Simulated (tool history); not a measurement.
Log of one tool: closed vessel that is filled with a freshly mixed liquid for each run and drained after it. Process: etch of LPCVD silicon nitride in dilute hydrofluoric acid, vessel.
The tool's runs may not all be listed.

run,hour,temperature setpoint of the liquid (C),parts of water to one part of 49 % hydrofluoric acid (parts by volume),time in the liquid (s),thickness taken off the LPCVD silicon nitride on a monitor wafer (nm)
1,0.0,20.0,250,965,1.4750
2,4.8,20.0,250,965,1.5416
3,6.6,22.5,250,965,1.7499
4,12.6,22.5,280,965,1.6261
5,21.2,22.5,280,965,1.5688
6,25.0,23.5,275,965,1.7386

For run 7, what comes out?
7,33.3,24.5,275,965,?

thickness taken off the LPCVD silicon nitride on a monitor wafer (nm): 1.8016

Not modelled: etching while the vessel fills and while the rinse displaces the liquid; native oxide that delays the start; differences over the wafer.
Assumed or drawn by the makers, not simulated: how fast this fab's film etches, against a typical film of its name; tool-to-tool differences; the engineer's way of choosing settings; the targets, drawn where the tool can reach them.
